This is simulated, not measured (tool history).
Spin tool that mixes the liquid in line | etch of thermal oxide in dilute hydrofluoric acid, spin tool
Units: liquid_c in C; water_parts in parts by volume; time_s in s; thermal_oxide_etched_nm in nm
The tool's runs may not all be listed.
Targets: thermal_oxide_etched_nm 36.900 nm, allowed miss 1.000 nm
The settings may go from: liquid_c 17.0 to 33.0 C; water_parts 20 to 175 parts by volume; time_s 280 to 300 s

run	hour	liquid_c	water_parts	time_s	thermal_oxide_etched_nm
1	0.0	25.0	95	280	14.496
2	4.2	26.5	85	280	17.355
3	9.0	26.5	105	280	13.735
4	13.3	28.0	90	280	17.222
5	19.5	28.0	75	280	21.013
6	26.0	29.0	70	280	23.782
7	32.1	30.0	65	280	26.860
8	38.7	30.5	60	280	29.704
9	39.3	33.0	50	280	40.032
10	47.0	32.5	50	280	39.451
11	54.3	32.0	50	280	38.606

5 next moves are on the table. One of them brings every result within its allowed miss. Which?
A	61.6	33.0	50	300	?
B	61.6	32.0	55	300	?
C	61.6	32.5	50	280	?
D	61.6	32.0	50	300	?
E	61.6	28.5	45	300	?

move	thermal_oxide_etched_nm
A	42.993
B	37.309
C	39.364
D	41.371
E	40.379
A: further off than the last run
B: meets every target
C: further off than the last run
D: further off than the last run
E: further off than the last run
Answer: B
